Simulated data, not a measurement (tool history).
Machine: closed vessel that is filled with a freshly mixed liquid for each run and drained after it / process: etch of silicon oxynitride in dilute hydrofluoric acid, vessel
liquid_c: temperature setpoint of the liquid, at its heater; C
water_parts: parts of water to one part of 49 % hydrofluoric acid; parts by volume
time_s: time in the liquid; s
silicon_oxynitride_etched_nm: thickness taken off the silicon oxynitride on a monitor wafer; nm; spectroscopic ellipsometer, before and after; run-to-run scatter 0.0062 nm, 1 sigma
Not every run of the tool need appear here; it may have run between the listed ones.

{"run": 1, "hour": 0.0, "liquid_c": 21, "water_parts": 70, "time_s": 135, "silicon_oxynitride_etched_nm": 2.4396}
{"run": 2, "hour": 7.1, "liquid_c": 21, "water_parts": 70, "time_s": 75, "silicon_oxynitride_etched_nm": 1.3452}
{"run": 3, "hour": 16.0, "liquid_c": 21, "water_parts": 55, "time_s": 75, "silicon_oxynitride_etched_nm": 1.7456}
{"run": 4, "hour": 20.5, "liquid_c": 21.5, "water_parts": 55, "time_s": 75, "silicon_oxynitride_etched_nm": 1.781}
{"run": 5, "hour": 26.8, "liquid_c": 21.5, "water_parts": 45, "time_s": 75, "silicon_oxynitride_etched_nm": 2.1873}
{"run": 6, "hour": 29.3, "liquid_c": 21.5, "water_parts": 45, "time_s": 135, "silicon_oxynitride_etched_nm": 3.9416}
{"run": 7, "hour": 31.9, "liquid_c": 21, "water_parts": 45, "time_s": 135, "silicon_oxynitride_etched_nm": 3.841}

Run 8 is up next; what results do you expect?
{"run": 8, "hour": 34.9, "liquid_c": 17, "water_parts": 75, "time_s": 130, "silicon_oxynitride_etched_nm": "?"}

Run 8 measured silicon_oxynitride_etched_nm 1.7887 nm.
